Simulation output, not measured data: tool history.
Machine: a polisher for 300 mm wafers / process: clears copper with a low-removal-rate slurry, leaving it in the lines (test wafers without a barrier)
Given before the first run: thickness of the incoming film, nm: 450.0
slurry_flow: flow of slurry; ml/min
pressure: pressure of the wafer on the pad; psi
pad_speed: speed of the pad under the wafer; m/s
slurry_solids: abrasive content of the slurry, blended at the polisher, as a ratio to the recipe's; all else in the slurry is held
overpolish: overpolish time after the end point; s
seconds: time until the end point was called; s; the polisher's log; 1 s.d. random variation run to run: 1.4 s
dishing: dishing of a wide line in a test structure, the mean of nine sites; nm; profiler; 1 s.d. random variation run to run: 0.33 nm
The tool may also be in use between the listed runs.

Run 1, hour 0.0: slurry_flow 320 ml/min, pressure 3.7 psi, pad_speed 1.04 m/s, slurry_solids 1.00, overpolish 11 s. Result: seconds 130.86 s, dishing 32.2080 nm.
Run 2, hour 2.9: slurry_flow 320 ml/min, pressure 3.7 psi, pad_speed 1.04 m/s, slurry_solids 1.00, overpolish 13 s. Result: seconds 131.87 s, dishing 36.7460 nm.
Run 3, hour 5.1: slurry_flow 320 ml/min, pressure 3.7 psi, pad_speed 1.04 m/s, slurry_solids 1.10, overpolish 13 s. Result: seconds 129.67 s, dishing 37.5480 nm.
Run 4, hour 5.9: slurry_flow 320 ml/min, pressure 3.6 psi, pad_speed 1.06 m/s, slurry_solids 1.10, overpolish 11 s. Result: seconds 127.32 s, dishing 31.4760 nm.
Run 5, hour 7.2: slurry_flow 320 ml/min, pressure 3.6 psi, pad_speed 1.06 m/s, slurry_solids 0.95, overpolish 11 s. Result: seconds 133.33 s, dishing 31.4930 nm.
Run 6, hour 10.1: slurry_flow 320 ml/min, pressure 3.6 psi, pad_speed 0.92 m/s, slurry_solids 0.95, overpolish 11 s. Result: seconds 151.45 s, dishing 28.4950 nm.
Run 7, hour 12.9: slurry_flow 310 ml/min, pressure 3.5 psi, pad_speed 0.98 m/s, slurry_solids 1.05, overpolish 9 s. Result: seconds 145.62 s, dishing 25.8130 nm.
Run 8, hour 15.8: slurry_flow 400 ml/min, pressure 4.5 psi, pad_speed 0.92 m/s, slurry_solids 0.80, overpolish 3 s. Result: seconds 127.27 s, dishing 9.8577 nm.
Run 9, hour 24.6: slurry_flow 380 ml/min, pressure 4.5 psi, pad_speed 0.92 m/s, slurry_solids 0.80, overpolish 3 s. Result: seconds 132.99 s, dishing 9.9888 nm.
Run 10, hour 28.9: slurry_flow 370 ml/min, pressure 4.6 psi, pad_speed 0.92 m/s, slurry_solids 0.80, overpolish 3 s. Result: seconds 128.49 s, dishing 9.8223 nm.
Run 11, hour 37.2: slurry_flow 365 ml/min, pressure 4.6 psi, pad_speed 0.94 m/s, slurry_solids 0.80, overpolish 3 s. Result: seconds 122.64 s, dishing 10.1680 nm.

What does the tool deliver on the next run?
Run 12, hour 41.6: slurry_flow 365 ml/min, pressure 4.6 psi, pad_speed 0.94 m/s, slurry_solids 0.85, overpolish 3 s. Result: seconds ?, dishing ?.

seconds: 122.17 s
dishing: 9.9686 nm
